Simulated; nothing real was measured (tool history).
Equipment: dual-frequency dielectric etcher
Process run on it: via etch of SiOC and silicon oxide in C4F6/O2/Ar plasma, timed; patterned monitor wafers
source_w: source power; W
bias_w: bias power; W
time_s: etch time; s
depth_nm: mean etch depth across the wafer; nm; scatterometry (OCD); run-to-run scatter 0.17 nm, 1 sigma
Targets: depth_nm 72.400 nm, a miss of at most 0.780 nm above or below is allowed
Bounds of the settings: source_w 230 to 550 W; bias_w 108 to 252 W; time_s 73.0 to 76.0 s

run 1 day=0.000 | source_w=390 bias_w=180 time_s=73.0 | depth_nm=77.562
run 2 day=0.050 | source_w=380 bias_w=180 time_s=73.0 | depth_nm=77.173
run 3 day=0.308 | source_w=420 bias_w=180 time_s=73.0 | depth_nm=79.430
run 4 day=0.538 | source_w=400 bias_w=179 time_s=73.0 | depth_nm=77.558
run 5 day=0.842 | source_w=390 bias_w=179 time_s=73.0 | depth_nm=77.441
run 6 day=1.188 | source_w=390 bias_w=179 time_s=73.0 | depth_nm=77.373
run 7 day=1.229 | source_w=380 bias_w=179 time_s=73.0 | depth_nm=76.588
run 8 day=1.583 | source_w=370 bias_w=179 time_s=73.0 | depth_nm=76.022
run 9 day=1.671 | source_w=360 bias_w=179 time_s=73.0 | depth_nm=75.441
run 10 day=2.004 | source_w=350 bias_w=179 time_s=73.0 | depth_nm=74.436

Exactly one of the 4 candidate moves below puts every result within its allowed miss. Which one?
run A day=2.338 | source_w=330 bias_w=198 time_s=74.0 | depth_nm=?
run B day=2.338 | source_w=230 bias_w=222 time_s=74.5 | depth_nm=?
run C day=2.338 | source_w=270 bias_w=210 time_s=75.0 | depth_nm=?
run D day=2.338 | source_w=290 bias_w=216 time_s=73.0 | depth_nm=?

move=A depth_nm=76.694
move=B depth_nm=72.232
move=C depth_nm=74.677
move=D depth_nm=74.843
A: moves away from the targets compared with the last run
B: all results land within tolerance of their targets
C: moves away from the targets compared with the last run
D: moves away from the targets compared with the last run
Go with B: it meets all targets.
